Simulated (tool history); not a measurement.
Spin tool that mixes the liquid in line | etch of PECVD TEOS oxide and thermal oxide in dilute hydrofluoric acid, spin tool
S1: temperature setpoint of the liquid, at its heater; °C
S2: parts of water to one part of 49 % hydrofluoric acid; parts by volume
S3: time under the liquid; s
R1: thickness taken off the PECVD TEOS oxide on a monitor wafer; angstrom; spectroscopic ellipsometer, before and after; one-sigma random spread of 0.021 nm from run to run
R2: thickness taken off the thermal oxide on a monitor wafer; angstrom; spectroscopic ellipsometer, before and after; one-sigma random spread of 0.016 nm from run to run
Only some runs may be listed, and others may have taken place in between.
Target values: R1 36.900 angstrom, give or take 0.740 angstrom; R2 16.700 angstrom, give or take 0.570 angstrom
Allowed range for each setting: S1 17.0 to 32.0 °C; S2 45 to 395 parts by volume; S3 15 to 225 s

| run | hour | S1 | S2 | S3 | R1 | R2 |
|---|---|---|---|---|---|---|
| 1 | 0.0 | 24.0 | 220 | 115 | 44.152 | 19.756 |
| 2 | 2.2 | 26.5 | 220 | 115 | 48.119 | 21.821 |
| 3 | 8.5 | 25.5 | 220 | 115 | 46.240 | 21.254 |
| 4 | 15.5 | 25.5 | 190 | 115 | 56.158 | 25.004 |
| 5 | 21.8 | 24.5 | 195 | 115 | 51.616 | 23.140 |
| 6 | 26.9 | 27.5 | 195 | 115 | 57.437 | 26.292 |
| 7 | 33.5 | 26.5 | 200 | 115 | 54.075 | 24.508 |
| 8 | 39.4 | 22.5 | 220 | 115 | 41.120 | 18.539 |

Which of these 4 next moves meets every target?
| A | 45.3 | 25.5 | 225 | 95 | ? | ? |
| B | 45.3 | 17.5 | 130 | 85 | ? | ? |
| C | 45.3 | 22.0 | 265 | 160 | ? | ? |
| D | 45.3 | 26.5 | 330 | 155 | ? | ? |

| move | R1 | R2 |
|---|---|---|
| A | 37.305 | 16.820 |
| B | 46.872 | 21.134 |
| C | 45.145 | 20.355 |
| D | 38.518 | 17.367 |
A: every result within its allowed miss
B: lands further from the targets than the last run did
C: lands further from the targets than the last run did
D: moves toward the targets from the last run without getting all of them in spec
The right move is A.

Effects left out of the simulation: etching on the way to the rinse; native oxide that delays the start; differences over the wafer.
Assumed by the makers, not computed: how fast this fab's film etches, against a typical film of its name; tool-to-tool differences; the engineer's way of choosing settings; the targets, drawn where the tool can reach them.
